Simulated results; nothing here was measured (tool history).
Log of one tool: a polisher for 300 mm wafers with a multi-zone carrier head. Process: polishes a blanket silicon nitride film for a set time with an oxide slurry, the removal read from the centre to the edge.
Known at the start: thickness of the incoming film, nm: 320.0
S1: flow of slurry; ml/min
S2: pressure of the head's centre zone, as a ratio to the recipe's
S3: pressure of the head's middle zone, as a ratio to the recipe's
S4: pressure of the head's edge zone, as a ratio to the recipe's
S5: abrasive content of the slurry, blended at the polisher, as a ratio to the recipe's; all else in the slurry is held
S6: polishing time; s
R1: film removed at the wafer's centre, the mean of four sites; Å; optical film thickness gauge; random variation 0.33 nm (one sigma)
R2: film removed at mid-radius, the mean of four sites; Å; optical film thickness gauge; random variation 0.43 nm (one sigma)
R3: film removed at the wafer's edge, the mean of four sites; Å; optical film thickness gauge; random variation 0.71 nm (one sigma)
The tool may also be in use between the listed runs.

{"run": 1, "hour": 0.0, "S1": 120, "S2": 1, "S3": 1, "S4": 1, "S5": 1, "S6": 35, "R1": 365.74, "R2": 365.07, "R3": 354.76}
{"run": 2, "hour": 7.2, "S1": 125, "S2": 0.99, "S3": 1, "S4": 1.03, "S5": 1.1, "S6": 35, "R1": 388.29, "R2": 385.34, "R3": 382.59}
{"run": 3, "hour": 15.5, "S1": 130, "S2": 0.97, "S3": 1.01, "S4": 1.06, "S5": 1.15, "S6": 35, "R1": 389.36, "R2": 407.54, "R3": 404.17}
{"run": 4, "hour": 18.8, "S1": 130, "S2": 0.97, "S3": 0.98, "S4": 1.06, "S5": 1.15, "S6": 35, "R1": 387.55, "R2": 392.65, "R3": 398.95}
{"run": 5, "hour": 23.7, "S1": 130, "S2": 0.97, "S3": 0.98, "S4": 1.06, "S5": 1, "S6": 35, "R1": 360.88, "R2": 368.57, "R3": 367.93}
{"run": 6, "hour": 28.3, "S1": 130, "S2": 0.97, "S3": 0.99, "S4": 1.08, "S5": 1.1, "S6": 35, "R1": 378.4, "R2": 389.93, "R3": 400.15}
{"run": 7, "hour": 33.7, "S1": 130, "S2": 0.97, "S3": 1.01, "S4": 1.1, "S5": 1.15, "S6": 35, "R1": 383.31, "R2": 407.74, "R3": 406.81}
{"run": 8, "hour": 37.6, "S1": 135, "S2": 0.96, "S3": 1.01, "S4": 1.11, "S5": 1.2, "S6": 35, "R1": 393.28, "R2": 413.12, "R3": 416.98}

Run 9 comes next. What will it give?
{"run": 9, "hour": 43.0, "S1": 135, "S2": 0.95, "S3": 1.01, "S4": 1.12, "S5": 1.25, "S6": 35, "R1": "?", "R2": "?", "R3": "?"}

{"run 9": {"R1": 400.86, "R2": 420.15, "R3": 434.19}}
